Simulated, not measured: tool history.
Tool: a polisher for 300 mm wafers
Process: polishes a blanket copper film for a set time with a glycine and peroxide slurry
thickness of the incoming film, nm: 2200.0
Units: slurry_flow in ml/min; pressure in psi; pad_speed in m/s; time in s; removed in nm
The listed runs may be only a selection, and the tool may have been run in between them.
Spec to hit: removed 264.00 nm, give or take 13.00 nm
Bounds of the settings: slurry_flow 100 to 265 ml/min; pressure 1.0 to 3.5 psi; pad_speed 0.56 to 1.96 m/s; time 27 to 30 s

Run 1, hour 0.0: slurry_flow 170 ml/min, pressure 2.2 psi, pad_speed 1.26 m/s, time 30 s. Result: removed 186.29 nm.
Run 2, hour 6.4: slurry_flow 170 ml/min, pressure 2.3 psi, pad_speed 1.26 m/s, time 30 s. Result: removed 188.60 nm.
Run 3, hour 11.6: slurry_flow 170 ml/min, pressure 2.4 psi, pad_speed 1.26 m/s, time 30 s. Result: removed 191.81 nm.
Run 4, hour 17.8: slurry_flow 170 ml/min, pressure 2.4 psi, pad_speed 1.42 m/s, time 30 s. Result: removed 210.44 nm.
Run 5, hour 20.6: slurry_flow 170 ml/min, pressure 2.5 psi, pad_speed 1.42 m/s, time 30 s. Result: removed 218.73 nm.
Run 6, hour 23.3: slurry_flow 170 ml/min, pressure 2.6 psi, pad_speed 1.42 m/s, time 30 s. Result: removed 228.48 nm.
Run 7, hour 30.6: slurry_flow 170 ml/min, pressure 2.8 psi, pad_speed 1.44 m/s, time 30 s. Result: removed 235.31 nm.
Run 8, hour 38.0: slurry_flow 170 ml/min, pressure 3.0 psi, pad_speed 1.46 m/s, time 30 s. Result: removed 243.80 nm.

Pick the move, out of 5, that brings all results within their allowed miss; only one does.
Run A, hour 45.4: slurry_flow 145 ml/min, pressure 3.0 psi, pad_speed 1.28 m/s, time 30 s. Result: removed ?.
Run B, hour 45.4: slurry_flow 170 ml/min, pressure 3.1 psi, pad_speed 1.80 m/s, time 30 s. Result: removed ?.
Run C, hour 45.4: slurry_flow 180 ml/min, pressure 2.9 psi, pad_speed 1.86 m/s, time 30 s. Result: removed ?.
Run D, hour 45.4: slurry_flow 200 ml/min, pressure 2.7 psi, pad_speed 1.94 m/s, time 30 s. Result: removed ?.
Run E, hour 45.4: slurry_flow 180 ml/min, pressure 3.4 psi, pad_speed 1.52 m/s, time 28 s. Result: removed ?.

move  removed
   A   219.21
   B   301.59
   C   299.14
   D   300.24
   E   263.83
A: further off than the last run
B: takes the biggest miss from the last run beyond its target
C: takes the biggest miss from the last run beyond its target
D: takes the biggest miss from the last run beyond its target
E: every result within its allowed miss
E meets every target.
